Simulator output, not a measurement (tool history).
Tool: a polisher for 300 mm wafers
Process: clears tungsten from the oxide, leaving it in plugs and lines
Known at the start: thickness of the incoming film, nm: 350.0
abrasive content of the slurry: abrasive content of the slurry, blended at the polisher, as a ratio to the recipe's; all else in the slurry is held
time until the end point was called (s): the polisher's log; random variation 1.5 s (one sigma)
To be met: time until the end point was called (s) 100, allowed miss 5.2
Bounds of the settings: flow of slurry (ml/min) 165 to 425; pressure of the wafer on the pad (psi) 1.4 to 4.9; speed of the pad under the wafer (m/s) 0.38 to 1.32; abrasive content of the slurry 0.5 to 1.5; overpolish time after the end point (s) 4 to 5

run	hour	flow of slurry (ml/min)	pressure of the wafer on the pad (psi)	speed of the pad under the wafer (m/s)	abrasive content of the slurry	overpolish time after the end point (s)	time until the end point was called (s)
1	0	275	3.1	0.84	1	5	141.69
2	5.7	275	3.1	0.84	1	4	143.07
3	8.5	275	3.3	0.84	1	4	135.95
4	13.1	275	3.3	0.74	1	4	147.55
5	16.6	275	3.5	0.74	1	4	141.06
6	23.1	275	3.7	0.74	1	4	131.53
7	30.7	275	3.8	0.74	1	4	129.77
8	34.2	275	3.9	0.74	1	4	124.33
9	42.9	275	4	0.74	1	4	124.39
10	50.9	275	4.1	0.74	1	4	119.59
11	58.5	275	4.2	0.74	1	4	113.46
12	62.8	275	4.3	0.74	1	4	112.3
13	65.4	275	4.4	0.74	1	4	111.9

Which of these 4 next moves meets every target?
A	68	260	4.4	0.78	0.8	5	?
B	68	245	4.6	0.72	0.85	4	?
C	68	280	4.1	0.94	0.8	5	?
D	68	345	4.2	0.68	0.95	4	?

move	time until the end point was called (s)
A	111.88
B	113.66
C	101.89
D	123.6
A: as far off as the last run
B: further off than the last run
C: meets every target
D: further off than the last run
The right move is C.

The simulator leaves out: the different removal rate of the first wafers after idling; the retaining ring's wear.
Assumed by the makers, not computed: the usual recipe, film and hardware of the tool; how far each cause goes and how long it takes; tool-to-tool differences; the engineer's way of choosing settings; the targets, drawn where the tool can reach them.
